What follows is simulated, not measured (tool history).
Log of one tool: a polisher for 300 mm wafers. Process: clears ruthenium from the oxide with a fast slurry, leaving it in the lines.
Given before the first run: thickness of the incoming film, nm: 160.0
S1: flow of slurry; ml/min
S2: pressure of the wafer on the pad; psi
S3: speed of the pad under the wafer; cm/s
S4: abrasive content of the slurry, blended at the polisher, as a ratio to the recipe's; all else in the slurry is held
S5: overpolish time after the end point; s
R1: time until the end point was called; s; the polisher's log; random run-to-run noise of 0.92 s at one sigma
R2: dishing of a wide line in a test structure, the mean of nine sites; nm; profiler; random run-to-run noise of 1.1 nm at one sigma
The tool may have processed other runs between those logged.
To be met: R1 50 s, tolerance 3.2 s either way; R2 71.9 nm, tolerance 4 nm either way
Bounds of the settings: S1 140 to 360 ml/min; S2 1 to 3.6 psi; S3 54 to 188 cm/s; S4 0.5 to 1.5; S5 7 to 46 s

run 1 hour=0 | S1=230 S2=2.3 S3=120 S4=1 S5=24 | R1=34.106 R2=85.895
run 2 hour=2.7 | S1=230 S2=2.3 S3=120 S4=1.2 S5=24 | R1=32.244 R2=89.908
run 3 hour=8.4 | S1=230 S2=2.1 S3=120 S4=1.2 S5=24 | R1=35.885 R2=85.461
run 4 hour=12.6 | S1=230 S2=2 S3=120 S4=1.2 S5=24 | R1=37.721 R2=78.862
run 5 hour=21.4 | S1=230 S2=1.9 S3=120 S4=1.2 S5=25 | R1=38.773 R2=82.7
run 6 hour=30 | S1=230 S2=1.8 S3=120 S4=1.2 S5=25 | R1=39.461 R2=79.553
run 7 hour=34.4 | S1=230 S2=1.7 S3=120 S4=1.2 S5=26 | R1=42.609 R2=75.923
run 8 hour=37.6 | S1=230 S2=1.6 S3=120 S4=1.2 S5=27 | R1=45.101 R2=77.667
run 9 hour=41.7 | S1=230 S2=1.4 S3=118 S4=1.2 S5=27 | R1=50.955 R2=69.188

Pick the move, out of 5, that brings all results within their allowed miss; only one does.
run A hour=45.8 | S1=250 S2=1.4 S3=136 S4=1.2 S5=22 | R1=? R2=?
run B hour=45.8 | S1=245 S2=1.4 S3=120 S4=1.2 S5=25 | R1=? R2=?
run C hour=45.8 | S1=290 S2=1.2 S3=134 S4=1.3 S5=24 | R1=? R2=?
run D hour=45.8 | S1=210 S2=1.3 S3=132 S4=1.3 S5=28 | R1=? R2=?
run E hour=45.8 | S1=260 S2=1.2 S3=116 S4=1.35 S5=34 | R1=? R2=?

move=A R1=45.015 R2=63.757
move=B R1=50.957 R2=63.971
move=C R1=50.167 R2=62.578
move=D R1=49.024 R2=72.94
move=E R1=57.425 R2=75.205
A: moves away from the targets compared with the last run
B: moves away from the targets compared with the last run
C: moves away from the targets compared with the last run
D: in spec on every target
E: the furthest-off result lands on target, but another misses its tolerance
Answer: D
